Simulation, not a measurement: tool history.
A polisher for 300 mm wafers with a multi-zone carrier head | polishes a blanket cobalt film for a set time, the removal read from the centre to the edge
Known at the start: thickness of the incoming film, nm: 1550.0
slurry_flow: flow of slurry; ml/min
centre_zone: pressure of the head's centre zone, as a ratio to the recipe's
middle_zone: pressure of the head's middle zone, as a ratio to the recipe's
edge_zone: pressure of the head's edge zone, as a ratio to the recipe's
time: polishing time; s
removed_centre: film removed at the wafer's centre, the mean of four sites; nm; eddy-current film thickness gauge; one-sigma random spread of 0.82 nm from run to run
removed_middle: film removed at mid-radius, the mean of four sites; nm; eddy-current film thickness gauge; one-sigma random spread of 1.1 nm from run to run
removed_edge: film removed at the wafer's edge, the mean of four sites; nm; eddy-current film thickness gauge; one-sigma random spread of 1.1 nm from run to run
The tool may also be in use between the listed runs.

| run | hour | slurry_flow | centre_zone | middle_zone | edge_zone | time | removed_centre | removed_middle | removed_edge |
|---|---|---|---|---|---|---|---|---|---|
| 1 | 0 | 130 | 1 | 1 | 1 | 38 | 136.79 | 137.89 | 138.15 |
| 2 | 2.4 | 125 | 1.01 | 0.98 | 0.98 | 37 | 132.02 | 131.92 | 133.78 |
| 3 | 7.8 | 125 | 1.01 | 0.92 | 0.98 | 37 | 133.61 | 125.47 | 132.39 |
| 4 | 9.2 | 105 | 1.01 | 0.92 | 0.98 | 37 | 126.88 | 120.86 | 130.83 |
| 5 | 14.9 | 90 | 1.01 | 0.92 | 0.98 | 37 | 119.3 | 116.29 | 124.88 |
| 6 | 23.3 | 90 | 1.01 | 0.92 | 1.01 | 37 | 119.04 | 111.96 | 124.25 |

Estimate the outcome of run 7 from the log above:
| 7 | 28.5 | 90 | 1.03 | 0.92 | 1.01 | 36 | ? | ? | ? |

removed_centre: 117.12 nm
removed_middle: 111.46 nm
removed_edge: 122.48 nm
